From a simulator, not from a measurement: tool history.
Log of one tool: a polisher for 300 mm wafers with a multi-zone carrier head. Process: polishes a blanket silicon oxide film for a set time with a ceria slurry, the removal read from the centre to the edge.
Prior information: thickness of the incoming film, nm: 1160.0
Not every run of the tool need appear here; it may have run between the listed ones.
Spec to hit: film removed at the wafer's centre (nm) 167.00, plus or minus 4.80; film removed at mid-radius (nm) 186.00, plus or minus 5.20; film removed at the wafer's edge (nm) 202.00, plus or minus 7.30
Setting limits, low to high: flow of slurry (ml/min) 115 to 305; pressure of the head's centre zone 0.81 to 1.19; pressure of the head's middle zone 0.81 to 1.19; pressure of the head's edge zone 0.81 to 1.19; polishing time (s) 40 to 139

| run | day | flow of slurry (ml/min) | pressure of the head's centre zone | pressure of the head's middle zone | pressure of the head's edge zone | polishing time (s) | film removed at the wafer's centre (nm) | film removed at mid-radius (nm) | film removed at the wafer's edge (nm) |
|---|---|---|---|---|---|---|---|---|---|
| 1 | 0.000 | 195 | 1.00 | 1.00 | 1.00 | 89 | 245.74 | 241.38 | 241.86 |
| 2 | 0.354 | 195 | 1.00 | 1.00 | 1.00 | 101 | 285.55 | 278.61 | 275.85 |
| 3 | 0.546 | 195 | 1.00 | 1.00 | 1.00 | 82 | 227.51 | 223.14 | 221.64 |
| 4 | 0.862 | 195 | 1.00 | 1.07 | 1.00 | 82 | 230.43 | 236.84 | 225.74 |
| 5 | 0.962 | 195 | 0.97 | 1.07 | 1.00 | 82 | 225.25 | 238.83 | 225.48 |
| 6 | 1.117 | 180 | 0.93 | 1.02 | 1.01 | 80 | 205.23 | 222.43 | 216.38 |
| 7 | 1.283 | 170 | 0.90 | 0.97 | 1.02 | 79 | 194.47 | 206.07 | 216.38 |
| 8 | 1.492 | 160 | 0.88 | 0.95 | 1.01 | 78 | 184.49 | 196.94 | 208.00 |

Exercise: of the 5 proposed moves below, exactly one satisfies all targets within the stated allowed misses. Which move is it?
| A | 1.700 | 165 | 0.81 | 0.93 | 1.05 | 73 | ? | ? | ? |
| B | 1.700 | 125 | 0.81 | 0.90 | 1.08 | 76 | ? | ? | ? |
| C | 1.700 | 145 | 0.83 | 1.07 | 1.03 | 76 | ? | ? | ? |
| D | 1.700 | 160 | 0.84 | 0.93 | 1.04 | 74 | ? | ? | ? |
| E | 1.700 | 145 | 0.81 | 0.83 | 1.15 | 78 | ? | ? | ? |

| move | film removed at the wafer's centre (nm) | film removed at mid-radius (nm) | film removed at the wafer's edge (nm) |
|---|---|---|---|
| A | 160.37 | 183.04 | 201.07 |
| B | 155.00 | 173.73 | 202.77 |
| C | 166.02 | 208.65 | 202.91 |
| D | 167.47 | 184.38 | 201.96 |
| E | 165.97 | 173.16 | 220.84 |
A: pushes the last run's worst result past its target
B: pushes the last run's worst result past its target
C: brings the result that was furthest off to its target, and leaves another outside
D: hits every target within its allowed miss
E: brings the result that was furthest off to its target, and leaves another outside
So the answer is move D, the one that meets all the targets.

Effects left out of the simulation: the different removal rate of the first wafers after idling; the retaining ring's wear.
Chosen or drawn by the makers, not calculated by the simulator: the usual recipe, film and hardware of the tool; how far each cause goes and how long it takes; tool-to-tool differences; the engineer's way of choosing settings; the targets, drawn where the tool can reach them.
